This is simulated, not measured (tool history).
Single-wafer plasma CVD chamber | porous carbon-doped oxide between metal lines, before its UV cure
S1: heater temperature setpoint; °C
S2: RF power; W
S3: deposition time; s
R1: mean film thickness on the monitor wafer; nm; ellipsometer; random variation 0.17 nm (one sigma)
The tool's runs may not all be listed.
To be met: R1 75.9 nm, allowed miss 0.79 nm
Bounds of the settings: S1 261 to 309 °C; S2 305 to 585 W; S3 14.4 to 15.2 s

| run | day | S1 | S2 | S3 | R1 |
|---|---|---|---|---|---|
| 1 | 0 | 285 | 445 | 15.2 | 80.783 |
| 2 | 0.3 | 285 | 445 | 15.2 | 80.71 |
| 3 | 0.575 | 288 | 445 | 15.2 | 79.166 |
| 4 | 0.838 | 288 | 385 | 15.2 | 71.529 |
| 5 | 1.129 | 288 | 385 | 15.2 | 71.909 |
| 6 | 1.296 | 288 | 325 | 15.2 | 63.923 |
| 7 | 1.462 | 281 | 330 | 15.2 | 67.802 |
| 8 | 1.521 | 276 | 330 | 15.2 | 69.868 |
| 9 | 1.554 | 272 | 330 | 15.2 | 72.142 |
| 10 | 1.862 | 270 | 330 | 15.2 | 73.023 |
| 11 | 1.912 | 270 | 330 | 15.2 | 72.782 |
| 12 | 2.075 | 268 | 330 | 15.2 | 73.87 |
| 13 | 2.433 | 267 | 330 | 15.2 | 74.48 |
| 14 | 2.521 | 266 | 330 | 15.2 | 74.945 |

5 next moves are on the table. One of them brings every result within its allowed miss. Which?
| A | 2.608 | 265 | 350 | 14.4 | ? |
| B | 2.608 | 265 | 325 | 15.1 | ? |
| C | 2.608 | 273 | 355 | 15 | ? |
| D | 2.608 | 264 | 330 | 15.2 | ? |
| E | 2.608 | 269 | 335 | 15.1 | ? |

| move | R1 |
|---|---|
| A | 74.484 |
| B | 74.139 |
| C | 74.001 |
| D | 75.923 |
| E | 73.587 |
A: further off than the last run
B: further off than the last run
C: further off than the last run
D: meets every target
E: further off than the last run
Answer: D
